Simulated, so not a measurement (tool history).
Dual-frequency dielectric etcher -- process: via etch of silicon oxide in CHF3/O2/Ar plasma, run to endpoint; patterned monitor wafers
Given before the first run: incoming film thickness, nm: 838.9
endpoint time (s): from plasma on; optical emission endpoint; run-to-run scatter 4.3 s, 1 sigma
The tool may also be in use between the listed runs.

run,hour,source power (kW),bias power (kW),endpoint time (s)
1,0.0,0.480,0.131,520.94
2,5.8,0.410,0.131,552.57
3,7.3,0.340,0.131,596.40
4,11.8,0.340,0.141,585.14
5,12.8,0.340,0.128,597.45
6,15.0,0.380,0.128,574.69
7,17.1,0.350,0.111,629.72
8,24.8,0.330,0.107,645.55
9,27.3,0.290,0.088,734.24
10,35.6,0.310,0.089,711.99

What will run 11 give?
11,39.2,0.340,0.091,?

endpoint time (s): 675.12
